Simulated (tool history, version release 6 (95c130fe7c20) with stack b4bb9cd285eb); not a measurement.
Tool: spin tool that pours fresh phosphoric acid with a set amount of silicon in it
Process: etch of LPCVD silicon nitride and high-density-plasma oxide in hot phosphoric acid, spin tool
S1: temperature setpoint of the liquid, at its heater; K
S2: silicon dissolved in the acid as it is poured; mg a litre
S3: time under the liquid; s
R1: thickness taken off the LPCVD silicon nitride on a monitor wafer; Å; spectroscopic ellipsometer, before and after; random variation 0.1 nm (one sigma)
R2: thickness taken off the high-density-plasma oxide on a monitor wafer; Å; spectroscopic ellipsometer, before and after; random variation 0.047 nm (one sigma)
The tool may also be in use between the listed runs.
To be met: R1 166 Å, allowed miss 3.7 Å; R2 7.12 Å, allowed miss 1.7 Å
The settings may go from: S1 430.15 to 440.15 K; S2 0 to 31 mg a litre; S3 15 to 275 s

run 1 hour=0 | S1=435.15 S2=13.5 S3=140 | R1=125.91 R2=4.3933
run 2 hour=4.3 | S1=435.15 S2=18 S3=140 | R1=125.72 R2=4.1431
run 3 hour=8.7 | S1=435.15 S2=18 S3=180 | R1=160.2 R2=5.1622
run 4 hour=14.6 | S1=435.15 S2=25 S3=180 | R1=161.94 R2=3.9087
-- hour=15.7 heated supply line repaired
run 5 hour=15.7 | S1=435.15 S2=23 S3=180 | R1=170.03 R2=5.4741
run 6 hour=19.7 | S1=435.15 S2=23 S3=235 | R1=224.66 R2=5.3921
run 7 hour=27.1 | S1=434.65 S2=19.5 S3=230 | R1=214.06 R2=6.7672
run 8 hour=31.8 | S1=434.15 S2=19 S3=225 | R1=208.87 R2=5.7357
run 9 hour=40 | S1=434.15 S2=17 S3=220 | R1=203.08 R2=6.6431
run 10 hour=42.5 | S1=434.15 S2=16 S3=215 | R1=197.49 R2=6.6193
run 11 hour=48.4 | S1=434.15 S2=15 S3=210 | R1=192.8 R2=6.2496
run 12 hour=56.7 | S1=434.15 S2=15 S3=210 | R1=189.93 R2=6.2432
run 13 hour=59.1 | S1=433.65 S2=13.5 S3=210 | R1=189.43 R2=6.2213
run 14 hour=65.9 | S1=433.65 S2=12 S3=205 | R1=186.46 R2=6.9648
run 15 hour=69.9 | S1=433.65 S2=11.5 S3=200 | R1=179.34 R2=6.8748
run 16 hour=73.2 | S1=433.65 S2=11 S3=200 | R1=181.11 R2=6.6424
run 17 hour=82.2 | S1=433.65 S2=10 S3=200 | R1=180.87 R2=7.075
run 18 hour=87.8 | S1=433.65 S2=9.5 S3=200 | R1=181.2 R2=6.6819
run 19 hour=94.3 | S1=433.15 S2=8.5 S3=200 | R1=176.38 R2=7.0428
run 20 hour=96.8 | S1=433.15 S2=8 S3=200 | R1=176.86 R2=5.9274
run 21 hour=102.7 | S1=433.15 S2=7 S3=200 | R1=175.89 R2=6.4521
run 22 hour=107.1 | S1=433.15 S2=6 S3=200 | R1=178.1 R2=7.3294

Which of these 5 next moves meets every target?
run A hour=111.5 | S1=432.15 S2=4.5 S3=200 | R1=? R2=?
run B hour=111.5 | S1=431.65 S2=18 S3=195 | R1=? R2=?
run C hour=111.5 | S1=430.65 S2=18.5 S3=205 | R1=? R2=?
run D hour=111.5 | S1=435.15 S2=8 S3=175 | R1=? R2=?
run E hour=111.5 | S1=430.65 S2=23.5 S3=215 | R1=? R2=?

move=A R1=172.47 R2=6.3584
move=B R1=165.34 R2=4.376
move=C R1=168.03 R2=4.2113
move=D R1=166.87 R2=6.4638
move=E R1=176.22 R2=3.8117
A: nearer than the last run, and not there yet
B: brings the result that was furthest off to its target, and leaves another outside
C: brings the result that was furthest off to its target, and leaves another outside
D: meets every target
E: nearer than the last run, and not there yet
Answer: D
